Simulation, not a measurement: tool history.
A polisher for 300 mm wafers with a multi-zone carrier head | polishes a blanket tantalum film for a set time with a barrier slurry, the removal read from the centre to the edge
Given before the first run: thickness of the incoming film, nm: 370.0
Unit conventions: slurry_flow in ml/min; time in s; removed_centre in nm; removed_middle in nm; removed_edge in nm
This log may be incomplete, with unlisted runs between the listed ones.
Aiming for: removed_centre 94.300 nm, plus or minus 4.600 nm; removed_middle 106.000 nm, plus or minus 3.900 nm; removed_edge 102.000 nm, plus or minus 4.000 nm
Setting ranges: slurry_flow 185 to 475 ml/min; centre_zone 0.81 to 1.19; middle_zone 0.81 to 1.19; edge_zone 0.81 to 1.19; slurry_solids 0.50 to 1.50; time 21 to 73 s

run  hour  slurry_flow  centre_zone  middle_zone  edge_zone  slurry_solids  time  removed_centre  removed_middle  removed_edge
  1   0.0          305         1.00         1.00       1.00           1.00    47          71.592          73.382        74.353
  2   4.1          305         1.00         1.03       1.03           1.15    49          78.104          81.691        82.318
  3  10.3          305         1.00         1.08       1.03           1.15    49          77.986          84.051        82.318
  4  17.1          305         0.93         1.08       1.03           1.15    49          72.076          82.038        81.628
  5  25.8          310         0.95         1.10       1.05           1.25    50          79.026          88.873        87.263
  6  29.8          310         0.95         1.04       1.05           1.25    50          76.254          85.481        87.358
  7  38.1          315         0.97         1.07       1.07           1.30    51          81.557          90.997        90.176
  8  40.5          315         0.98         1.08       1.07           1.35    52          86.447          92.595        91.140

Exercise: of the 4 proposed moves below, exactly one satisfies all targets within the stated allowed misses. Which move is it?
  A  42.9          425         1.05         1.18       0.98           1.45    45               ?               ?             ?
  B  42.9          290         0.95         1.12       1.05           1.35    58               ?               ?             ?
  C  42.9          300         0.98         1.00       1.08           1.30    47               ?               ?             ?
  D  42.9          330         0.87         1.19       0.98           1.30    54               ?               ?             ?

move  removed_centre  removed_middle  removed_edge
   A          82.356          90.835        81.285
   B          91.835         107.470       103.850
   C          76.202          78.505        84.568
   D          78.298         105.410        93.877
A: moves away from the targets compared with the last run
B: every result lands within tolerance
C: moves away from the targets compared with the last run
D: meets the target for the result that was furthest off, but another lies outside its allowed miss
B meets every target.
